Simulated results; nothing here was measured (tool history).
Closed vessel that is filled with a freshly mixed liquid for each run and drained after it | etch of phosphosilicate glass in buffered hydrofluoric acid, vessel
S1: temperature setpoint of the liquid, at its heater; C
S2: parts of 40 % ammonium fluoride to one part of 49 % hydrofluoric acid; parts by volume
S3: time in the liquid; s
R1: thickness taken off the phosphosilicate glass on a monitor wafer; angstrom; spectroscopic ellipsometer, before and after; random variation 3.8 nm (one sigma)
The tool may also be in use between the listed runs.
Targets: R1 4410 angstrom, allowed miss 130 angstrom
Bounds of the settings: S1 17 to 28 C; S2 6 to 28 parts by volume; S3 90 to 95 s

run,hour,S1,S2,S3,R1
1,0,20,17,90,2687.1
2,8.7,17,17,90,2240.2
3,13.9,20.5,16.5,90,2807.8
4,22.5,20.5,16.5,95,2987.5
5,29.5,23,16.5,95,3463.1
6,33.6,23,18.5,95,3106.9
7,38.8,24.5,18,95,3466
8,44.2,25.5,17.5,95,3665.1
9,50.3,25.5,17.5,95,3746.9
10,53.2,26.5,17.5,95,3899.2
11,55.8,27,17,95,4190.8
12,59.4,27.5,17,95,4186.7

Which of these 4 next moves meets every target?
A,63,27.5,18.5,90,?
B,63,26.5,14.5,90,?
C,63,28,18.5,95,?
D,63,27,17.5,95,?

move,R1
A,3637.1
B,4379.7
C,3943.1
D,3947.7
A: further off than the last run
B: meets every target
C: further off than the last run
D: further off than the last run
Answer: B

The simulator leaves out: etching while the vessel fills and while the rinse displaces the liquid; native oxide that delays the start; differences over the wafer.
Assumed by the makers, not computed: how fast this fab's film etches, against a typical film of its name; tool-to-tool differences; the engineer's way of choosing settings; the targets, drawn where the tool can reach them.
